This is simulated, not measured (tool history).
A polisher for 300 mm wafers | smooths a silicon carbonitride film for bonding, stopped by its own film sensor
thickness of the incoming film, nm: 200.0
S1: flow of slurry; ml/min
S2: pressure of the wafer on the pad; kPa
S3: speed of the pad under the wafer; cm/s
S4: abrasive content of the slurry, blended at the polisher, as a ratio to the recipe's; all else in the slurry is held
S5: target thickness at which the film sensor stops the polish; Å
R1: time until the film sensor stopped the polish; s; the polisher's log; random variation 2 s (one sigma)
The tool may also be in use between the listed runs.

run 1 hour=0 | S1=180 S2=13.8 S3=88 S4=1 S5=1810 | R1=83.093
run 2 hour=2.4 | S1=180 S2=13.8 S3=88 S4=1 S5=1800 | R1=87.73
run 3 hour=11.3 | S1=180 S2=13.1 S3=88 S4=1 S5=1800 | R1=93.781
run 4 hour=19.9 | S1=135 S2=13.1 S3=88 S4=1 S5=1800 | R1=94.885
run 5 hour=28.8 | S1=135 S2=13.1 S3=88 S4=0.9 S5=1800 | R1=98.228
run 6 hour=32.1 | S1=135 S2=15.9 S3=88 S4=0.9 S5=1800 | R1=85.05
run 7 hour=40.7 | S1=135 S2=15.2 S3=88 S4=0.9 S5=1800 | R1=87.136

Run 8 comes next. What will it give?
run 8 hour=44.9 | S1=135 S2=14.5 S3=88 S4=0.9 S5=1800 | R1=?

R1: 89.943 s

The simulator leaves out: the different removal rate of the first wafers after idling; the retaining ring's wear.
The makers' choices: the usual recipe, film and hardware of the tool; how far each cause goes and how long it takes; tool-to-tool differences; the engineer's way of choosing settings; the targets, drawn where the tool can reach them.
